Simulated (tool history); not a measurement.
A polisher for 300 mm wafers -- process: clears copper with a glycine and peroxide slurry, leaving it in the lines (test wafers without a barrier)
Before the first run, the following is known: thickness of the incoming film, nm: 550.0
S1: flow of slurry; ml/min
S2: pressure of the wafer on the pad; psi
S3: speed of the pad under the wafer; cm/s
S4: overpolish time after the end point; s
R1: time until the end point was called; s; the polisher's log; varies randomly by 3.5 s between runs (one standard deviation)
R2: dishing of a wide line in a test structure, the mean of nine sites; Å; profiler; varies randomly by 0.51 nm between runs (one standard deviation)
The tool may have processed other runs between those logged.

run 1 hour=0 | S1=195 S2=2.2 S3=96 S4=28 | R1=145.25 R2=398.89
run 2 hour=1.9 | S1=190 S2=1.9 S3=90 S4=30 | R1=171.4 R2=380.87
run 3 hour=9 | S1=215 S2=1.9 S3=90 S4=30 | R1=165.85 R2=386.61
run 4 hour=15.8 | S1=205 S2=1.6 S3=86 S4=33 | R1=197.79 R2=377.85
run 5 hour=20.5 | S1=200 S2=1.4 S3=86 S4=35 | R1=215.18 R2=387.91
run 6 hour=23.7 | S1=200 S2=1.4 S3=86 S4=25 | R1=212.39 R2=310.8
run 7 hour=30.6 | S1=195 S2=1.3 S3=84 S4=29 | R1=230.6 R2=331.84

Predict the results of run 8:
run 8 hour=39.3 | S1=185 S2=1.2 S3=84 S4=31 | R1=? R2=?

Run 8 produced R1 246.1 s, R2 329.36 Å.
